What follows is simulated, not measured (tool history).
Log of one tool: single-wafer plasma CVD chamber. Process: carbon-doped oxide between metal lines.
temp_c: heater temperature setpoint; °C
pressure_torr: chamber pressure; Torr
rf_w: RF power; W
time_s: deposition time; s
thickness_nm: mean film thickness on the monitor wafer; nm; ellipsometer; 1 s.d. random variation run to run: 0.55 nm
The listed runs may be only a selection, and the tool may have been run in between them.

Run 1, hour 0: temp_c 365 °C, pressure_torr 6.03 Torr, rf_w 545 W, time_s 19.3 s. Result: thickness_nm 96.907 nm.
Run 2, hour 2.6: temp_c 355 °C, pressure_torr 6.03 Torr, rf_w 545 W, time_s 19.3 s. Result: thickness_nm 99.495 nm.
Run 3, hour 5.8: temp_c 361 °C, pressure_torr 6.03 Torr, rf_w 545 W, time_s 19.3 s. Result: thickness_nm 97.036 nm.
Run 4, hour 12.1: temp_c 361 °C, pressure_torr 6.03 Torr, rf_w 545 W, time_s 19.9 s. Result: thickness_nm 99.761 nm.
Run 5, hour 20.7: temp_c 361 °C, pressure_torr 6.03 Torr, rf_w 575 W, time_s 19.9 s. Result: thickness_nm 105.26 nm.
Run 6, hour 21.2: temp_c 358 °C, pressure_torr 6.29 Torr, rf_w 585 W, time_s 19.9 s. Result: thickness_nm 107.29 nm.

Expected results for the next run?
Run 7, hour 22.2: temp_c 356 °C, pressure_torr 6.44 Torr, rf_w 595 W, time_s 19.9 s. Result: thickness_nm ?.

For run 7 the tool returned thickness_nm 110.62 nm.
